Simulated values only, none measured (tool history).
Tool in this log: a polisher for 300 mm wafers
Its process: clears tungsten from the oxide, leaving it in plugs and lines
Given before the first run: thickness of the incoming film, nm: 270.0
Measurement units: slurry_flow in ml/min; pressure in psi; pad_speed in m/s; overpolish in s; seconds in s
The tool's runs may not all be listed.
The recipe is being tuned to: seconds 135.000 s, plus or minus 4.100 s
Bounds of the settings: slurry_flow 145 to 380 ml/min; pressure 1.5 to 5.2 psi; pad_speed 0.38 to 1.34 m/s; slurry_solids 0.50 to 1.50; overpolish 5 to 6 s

run,day,slurry_flow,pressure,pad_speed,slurry_solids,overpolish,seconds
1,0.000,245,3.3,0.86,1.00,6,69.716
2,0.354,245,2.7,0.82,1.00,6,87.616
3,0.442,245,2.3,0.80,1.00,6,103.100
4,0.575,245,2.3,0.80,1.00,6,102.700
5,0.704,245,2.3,0.80,1.00,6,102.230
6,0.842,245,2.0,0.80,1.00,6,114.200
7,1.200,240,1.5,0.80,1.00,6,144.890
8,1.542,255,1.5,0.80,1.00,6,145.380

Which one of the following 5 next-run settings gets every result inside its allowed miss? There is exactly one.
A,1.883,290,2.1,0.68,0.75,5,?
B,1.883,245,1.8,0.70,0.90,5,?
C,1.883,235,2.5,0.64,0.80,6,?
D,1.883,250,1.5,0.92,1.05,5,?
E,1.883,240,1.5,0.74,0.95,6,?

move,seconds
A,137.310
B,147.640
C,125.670
D,126.480
E,160.500
A: meets every target
B: moves away from the targets compared with the last run
C: moves the result that the last run missed by most past its target, out the other side
D: moves the result that the last run missed by most past its target, out the other side
E: moves away from the targets compared with the last run
Go with A: it meets all targets.

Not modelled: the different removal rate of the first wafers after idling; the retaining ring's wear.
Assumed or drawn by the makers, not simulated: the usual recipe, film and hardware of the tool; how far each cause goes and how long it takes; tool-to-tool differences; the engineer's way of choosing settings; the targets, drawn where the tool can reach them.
